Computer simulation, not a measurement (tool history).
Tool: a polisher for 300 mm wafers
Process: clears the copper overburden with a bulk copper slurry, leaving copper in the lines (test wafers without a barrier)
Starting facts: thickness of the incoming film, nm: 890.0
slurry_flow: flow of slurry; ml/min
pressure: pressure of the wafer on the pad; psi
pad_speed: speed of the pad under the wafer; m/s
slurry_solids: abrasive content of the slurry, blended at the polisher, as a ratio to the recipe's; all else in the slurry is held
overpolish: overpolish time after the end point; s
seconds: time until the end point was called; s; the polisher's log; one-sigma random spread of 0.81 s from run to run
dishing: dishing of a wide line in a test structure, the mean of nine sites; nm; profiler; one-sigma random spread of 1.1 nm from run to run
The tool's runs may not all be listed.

Run 1, day 0: slurry_flow 215 ml/min, pressure 2.8 psi, pad_speed 0.94 m/s, slurry_solids 1, overpolish 22 s. Result: seconds 90.098 s, dishing 59.719 nm.
Run 2, day 0.146: slurry_flow 215 ml/min, pressure 2.8 psi, pad_speed 0.94 m/s, slurry_solids 0.9, overpolish 22 s. Result: seconds 91.771 s, dishing 60.147 nm.
Run 3, day 0.3: slurry_flow 180 ml/min, pressure 2.8 psi, pad_speed 0.94 m/s, slurry_solids 0.9, overpolish 22 s. Result: seconds 95.192 s, dishing 61.18 nm.
Run 4, day 0.492: slurry_flow 180 ml/min, pressure 2.8 psi, pad_speed 0.94 m/s, slurry_solids 0.9, overpolish 15 s. Result: seconds 96.194 s, dishing 54.076 nm.
Run 5, day 0.654: slurry_flow 180 ml/min, pressure 2.8 psi, pad_speed 0.94 m/s, slurry_solids 1, overpolish 15 s. Result: seconds 91.647 s, dishing 53.599 nm.
Run 6, day 0.979: slurry_flow 180 ml/min, pressure 2.9 psi, pad_speed 0.94 m/s, slurry_solids 1, overpolish 16 s. Result: seconds 90.165 s, dishing 57.409 nm.
Run 7, day 1.333: slurry_flow 190 ml/min, pressure 3 psi, pad_speed 0.94 m/s, slurry_solids 1, overpolish 16 s. Result: seconds 86.538 s, dishing 56.228 nm.
Run 8, day 1.688: slurry_flow 180 ml/min, pressure 3.7 psi, pad_speed 0.94 m/s, slurry_solids 1, overpolish 26 s. Result: seconds 74.512 s, dishing 64.658 nm.
Run 9, day 1.879: slurry_flow 185 ml/min, pressure 3.7 psi, pad_speed 0.94 m/s, slurry_solids 1, overpolish 26 s. Result: seconds 74.16 s, dishing 68.098 nm.

Forecast run 10:
Run 10, day 2.2: slurry_flow 185 ml/min, pressure 3.7 psi, pad_speed 0.94 m/s, slurry_solids 1, overpolish 26 s. Result: seconds ?, dishing ?.

seconds: 74.934 s
dishing: 65.419 nm

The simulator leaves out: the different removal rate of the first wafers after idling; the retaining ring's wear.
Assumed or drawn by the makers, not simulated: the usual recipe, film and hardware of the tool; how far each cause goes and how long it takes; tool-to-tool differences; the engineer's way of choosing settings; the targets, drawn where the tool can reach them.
